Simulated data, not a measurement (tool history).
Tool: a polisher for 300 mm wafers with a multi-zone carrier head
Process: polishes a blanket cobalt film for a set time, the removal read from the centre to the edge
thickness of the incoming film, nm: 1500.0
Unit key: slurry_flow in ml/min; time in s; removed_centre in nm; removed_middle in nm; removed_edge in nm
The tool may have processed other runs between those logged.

run,hour,slurry_flow,centre_zone,middle_zone,edge_zone,time,removed_centre,removed_middle,removed_edge
1,0,130,1,1,1,42,249.81,241.02,249.97
2,7.5,150,1,1,1,42,256.77,247.16,256.66
3,9.7,160,0.98,1.04,1.04,43,266.55,264.86,269.15
4,11.9,160,0.98,1.12,1.04,43,265.17,289.52,269.95
5,12.7,160,0.95,1.12,1.07,44,261.66,294.16,278.79
6,20.9,160,0.95,1.12,1.07,36,210.67,239.36,221.41
7,27.7,160,0.94,1.12,1.1,39,226.48,260.55,249.63
8,29.8,160,0.94,1.13,1.12,40,235.04,270.08,257.35
9,30.5,160,0.94,1.13,1.12,40,233.38,270.23,260.07
10,36,160,0.94,1.14,1.14,41,240.6,276.44,266.94
11,42.1,165,0.93,1.14,1.15,42,246.64,286.06,275.18
12,49.4,165,0.92,1.14,1.16,43,250.12,288.94,288.76

Run 13, settings as shown, results not yet in. Your forecast:
13,56.8,170,0.91,1.15,1.17,43,?,?,?

removed_centre: 245.98 nm
removed_middle: 291.11 nm
removed_edge: 285.4 nm
